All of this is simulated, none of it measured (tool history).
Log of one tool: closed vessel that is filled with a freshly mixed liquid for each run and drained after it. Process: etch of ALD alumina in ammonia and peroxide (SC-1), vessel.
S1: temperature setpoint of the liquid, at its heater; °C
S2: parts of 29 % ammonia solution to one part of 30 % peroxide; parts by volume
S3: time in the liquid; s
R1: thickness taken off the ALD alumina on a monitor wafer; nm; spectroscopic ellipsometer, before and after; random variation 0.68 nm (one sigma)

run	hour	S1	S2	S3	R1
1	0	48	0.9	1125	65.579
2	8.2	49	0.9	1125	70.657
3	14.5	49.5	0.9	1125	72.402
4	20.4	53.5	0.9	1125	90.942
5	23.7	53.5	0.9	1210	97.396
6	31.8	57.5	0.9	1210	119.57

Forecast run 7:
7	34.3	56.5	0.9	1210	?

Run 7 gave R1 115.22 nm.
